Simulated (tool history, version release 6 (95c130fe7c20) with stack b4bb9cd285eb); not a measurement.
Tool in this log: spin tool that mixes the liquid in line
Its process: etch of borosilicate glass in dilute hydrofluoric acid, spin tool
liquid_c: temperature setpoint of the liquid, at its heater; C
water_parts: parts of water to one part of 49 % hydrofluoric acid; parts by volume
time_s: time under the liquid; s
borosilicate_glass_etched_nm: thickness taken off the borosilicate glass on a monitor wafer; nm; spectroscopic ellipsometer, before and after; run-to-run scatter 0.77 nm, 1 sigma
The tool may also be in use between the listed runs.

| run | hour | liquid_c | water_parts | time_s | borosilicate_glass_etched_nm |
|---|---|---|---|---|---|
| 1 | 0 | 25 | 100 | 310 | 83.249 |
| 2 | 2.7 | 25 | 100 | 330 | 88.042 |
| 3 | 7.1 | 25 | 120 | 330 | 71.29 |
| 4 | 13.7 | 26 | 120 | 330 | 73.735 |
| 5 | 19.2 | 27 | 120 | 330 | 76.668 |
| 6 | 22.8 | 28 | 120 | 330 | 80.804 |

Predict the results of run 7:
| 7 | 28.8 | 29 | 120 | 330 | ? |

Run 7 measured borosilicate_glass_etched_nm 84.679 nm.

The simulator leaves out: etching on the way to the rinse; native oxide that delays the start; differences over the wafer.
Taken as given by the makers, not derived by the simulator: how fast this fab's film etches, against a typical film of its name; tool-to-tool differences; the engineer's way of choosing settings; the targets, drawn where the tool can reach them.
